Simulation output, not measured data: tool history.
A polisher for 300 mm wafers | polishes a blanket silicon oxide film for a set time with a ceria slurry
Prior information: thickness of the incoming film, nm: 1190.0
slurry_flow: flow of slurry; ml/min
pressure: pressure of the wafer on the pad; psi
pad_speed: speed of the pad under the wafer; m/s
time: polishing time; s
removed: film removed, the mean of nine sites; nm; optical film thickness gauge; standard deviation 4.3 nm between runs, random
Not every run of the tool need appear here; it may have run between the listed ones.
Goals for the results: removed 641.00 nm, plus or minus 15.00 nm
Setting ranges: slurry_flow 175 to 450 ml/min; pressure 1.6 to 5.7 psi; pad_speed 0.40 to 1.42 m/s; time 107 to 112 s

run,hour,slurry_flow,pressure,pad_speed,time,removed
1,0.0,290,3.6,0.90,107,542.01
2,7.3,290,2.9,0.90,107,446.14
3,10.8,295,3.2,0.90,107,487.06
4,17.5,295,3.7,0.90,107,554.27
5,22.8,265,3.7,0.90,107,551.34
6,23.3,265,3.7,0.82,107,509.55
7,28.9,265,3.9,0.82,107,538.78
8,37.2,265,4.1,0.82,107,565.38

Of the 5 settings listed for the next run, only one would bring every result within its allowed miss of target. Which one?
A,45.5,175,3.5,1.10,112,?
B,45.5,315,4.0,0.58,107,?
C,45.5,240,3.9,1.00,112,?
D,45.5,265,4.8,0.56,107,?
E,45.5,300,3.7,0.78,107,?

move,removed
A,584.44
B,453.50
C,634.93
D,518.63
E,501.80
A: gains on the last run, yet a result remains outside its allowed miss
B: misses by more than the last run did
C: every result within its allowed miss
D: misses by more than the last run did
E: misses by more than the last run did
Answer: C
